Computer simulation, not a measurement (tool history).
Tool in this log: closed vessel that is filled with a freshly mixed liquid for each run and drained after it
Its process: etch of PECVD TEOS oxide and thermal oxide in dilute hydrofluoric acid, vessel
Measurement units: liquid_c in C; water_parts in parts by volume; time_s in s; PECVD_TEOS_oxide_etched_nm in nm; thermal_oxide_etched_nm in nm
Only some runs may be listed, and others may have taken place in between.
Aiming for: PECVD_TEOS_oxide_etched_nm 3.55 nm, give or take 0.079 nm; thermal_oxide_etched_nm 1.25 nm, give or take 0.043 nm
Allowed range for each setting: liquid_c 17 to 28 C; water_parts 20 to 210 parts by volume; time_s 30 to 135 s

run  hour  liquid_c  water_parts  time_s  PECVD_TEOS_oxide_etched_nm  thermal_oxide_etched_nm
  1     0        20          115      70                      6.4029                   2.2208
  2   3.6        20          115      90                      8.2335                   2.9235
  3   7.8      19.5          135      90                      6.7433                    2.357
  4     9      22.5          135      90                      7.5374                   2.6329
  5  17.8      22.5          110      90                      9.5521                    3.338
  6  18.8      24.5          110      90                      10.359                    3.603
  7  19.8      22.5          130      90                      7.9502                   2.7662
  8  25.4        21          145      90                      6.5511                   2.2874
  9    32        20          160      90                      5.6004                   1.9253
 10  36.3        19          170      90                      5.0172                    1.782
 11  43.7      18.5          180      90                      4.6272                   1.6127
 12  51.1        18          185      90                      4.3673                   1.5568
 13  58.6        18          190      90                      4.1806                   1.4857
 14  66.4        18          195      90                      4.0991                   1.4556
 15  71.1        18          200      90                      4.0004                   1.4002
 16  73.3      17.5          205      90                      3.7835                   1.3222

Which one of the following 4 next-run settings gets every result inside its allowed miss? There is exactly one.
  A  75.5      19.5          200      75                           ?                        ?
  B  75.5        28          210      55                           ?                        ?
  C  75.5        18          200      75                           ?                        ?
  D  75.5        22          210      70                           ?                        ?

move  PECVD_TEOS_oxide_etched_nm  thermal_oxide_etched_nm
   A                       3.526                   1.2391
   B                      3.3189                   1.1664
   C                      3.3271                   1.1692
   D                      3.4073                   1.1974
A: each result inside its tolerance
B: the result that was furthest off in the last run now lies on the other side of its target
C: the result that was furthest off in the last run now lies on the other side of its target
D: the result that was furthest off in the last run now lies on the other side of its target
Move A is the one to make.

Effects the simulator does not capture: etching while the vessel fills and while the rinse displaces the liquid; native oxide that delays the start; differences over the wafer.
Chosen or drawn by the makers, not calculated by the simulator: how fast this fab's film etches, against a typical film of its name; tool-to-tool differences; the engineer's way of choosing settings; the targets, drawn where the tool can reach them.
